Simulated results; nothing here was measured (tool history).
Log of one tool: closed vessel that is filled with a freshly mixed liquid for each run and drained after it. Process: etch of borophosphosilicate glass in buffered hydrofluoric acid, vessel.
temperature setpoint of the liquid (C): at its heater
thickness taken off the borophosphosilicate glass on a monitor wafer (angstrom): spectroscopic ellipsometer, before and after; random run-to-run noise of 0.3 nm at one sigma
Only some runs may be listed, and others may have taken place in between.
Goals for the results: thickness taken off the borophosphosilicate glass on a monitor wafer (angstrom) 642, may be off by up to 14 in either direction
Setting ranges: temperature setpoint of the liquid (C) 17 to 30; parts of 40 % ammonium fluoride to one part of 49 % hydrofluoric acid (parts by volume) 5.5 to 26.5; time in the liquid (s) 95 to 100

run  hour  temperature setpoint of the liquid (C)  parts of 40 % ammonium fluoride to one part of 49 % hydrofluoric acid (parts by volume)  time in the liquid (s)  thickness taken off the borophosphosilicate glass on a monitor wafer (angstrom)
  1     0                                      22                                                                                       16                      95                                                                           847.15
  2   8.6                                      22                                                                                       16                      95                                                                           841.71
  3   9.5                                      21                                                                                       16                      95                                                                           805.06
  4  12.1                                    22.5                                                                                       16                      95                                                                           869.96
  5  19.3                                    24.5                                                                                       16                      95                                                                           968.84
  6  22.6                                    22.5                                                                                       16                      95                                                                           879.88
  7  30.4                                      21                                                                                       16                      95                                                                           798.65
  8  35.1                                      21                                                                                       16                      95                                                                           793.17
  9    40                                      20                                                                                       16                      95                                                                           759.87
 10  45.1                                      17                                                                                     16.5                      95                                                                              618
     54.3  -- thermometer replaced
 11  54.3                                    17.5                                                                                     16.5                      95                                                                           707.93
 12  55.8                                    17.5                                                                                       17                      95                                                                           685.97
 13  63.7                                    17.5                                                                                     17.5                      95                                                                           664.24

Consider the 5 candidate settings below. Which is the only one whose results all fall within their allowed miss of target?
  A  71.6                                    17.5                                                                                       18                      95                                                                                ?
  B  71.6                                      19                                                                                     18.5                      95                                                                                ?
  C  71.6                                      19                                                                                     19.5                     100                                                                                ?
  D  71.6                                    17.5                                                                                       18                     100                                                                                ?
  E  71.6                                      17                                                                                     16.5                      95                                                                                ?

move  thickness taken off the borophosphosilicate glass on a monitor wafer (angstrom)
   A                                                                           645.41
   B                                                                           683.25
   C                                                                           682.61
   D                                                                           679.38
   E                                                                              684
A: meets every target
B: lands further from the targets than the last run did
C: lands further from the targets than the last run did
D: lands further from the targets than the last run did
E: lands further from the targets than the last run did
A is the move that brings every result within its allowed miss.
